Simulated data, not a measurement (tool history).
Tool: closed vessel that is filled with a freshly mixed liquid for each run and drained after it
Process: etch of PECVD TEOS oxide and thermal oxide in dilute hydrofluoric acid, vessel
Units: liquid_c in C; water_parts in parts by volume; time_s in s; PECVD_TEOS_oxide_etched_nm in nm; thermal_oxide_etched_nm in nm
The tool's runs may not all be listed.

Run 1, day 0.000: liquid_c 21.0 C, water_parts 70 parts by volume, time_s 385 s. Result: PECVD_TEOS_oxide_etched_nm 54.391 nm, thermal_oxide_etched_nm 24.886 nm.
Run 2, day 0.325: liquid_c 20.0 C, water_parts 70 parts by volume, time_s 385 s. Result: PECVD_TEOS_oxide_etched_nm 53.095 nm, thermal_oxide_etched_nm 23.880 nm.
Run 3, day 0.696: liquid_c 20.0 C, water_parts 60 parts by volume, time_s 385 s. Result: PECVD_TEOS_oxide_etched_nm 61.998 nm, thermal_oxide_etched_nm 28.176 nm.
Run 4, day 0.967: liquid_c 20.0 C, water_parts 60 parts by volume, time_s 490 s. Result: PECVD_TEOS_oxide_etched_nm 79.429 nm, thermal_oxide_etched_nm 35.931 nm.
Run 5, day 1.238: liquid_c 20.0 C, water_parts 50 parts by volume, time_s 490 s. Result: PECVD_TEOS_oxide_etched_nm 96.183 nm, thermal_oxide_etched_nm 43.155 nm.
Run 6, day 1.475: liquid_c 19.5 C, water_parts 60 parts by volume, time_s 490 s. Result: PECVD_TEOS_oxide_etched_nm 78.880 nm, thermal_oxide_etched_nm 34.981 nm.
Run 7, day 1.738: liquid_c 19.5 C, water_parts 70 parts by volume, time_s 485 s. Result: PECVD_TEOS_oxide_etched_nm 65.787 nm, thermal_oxide_etched_nm 29.416 nm.
Run 8, day 1.846: liquid_c 19.0 C, water_parts 75 parts by volume, time_s 485 s. Result: PECVD_TEOS_oxide_etched_nm 59.343 nm, thermal_oxide_etched_nm 26.843 nm.
Run 9, day 1.921: liquid_c 18.5 C, water_parts 80 parts by volume, time_s 485 s. Result: PECVD_TEOS_oxide_etched_nm 54.287 nm, thermal_oxide_etched_nm 24.443 nm.

Run 10 comes next. What will it give?
Run 10, day 2.138: liquid_c 18.0 C, water_parts 85 parts by volume, time_s 485 s. Result: PECVD_TEOS_oxide_etched_nm ?, thermal_oxide_etched_nm ?.

{"run 10": {"PECVD_TEOS_oxide_etched_nm": 50.401, "thermal_oxide_etched_nm": 22.405}}
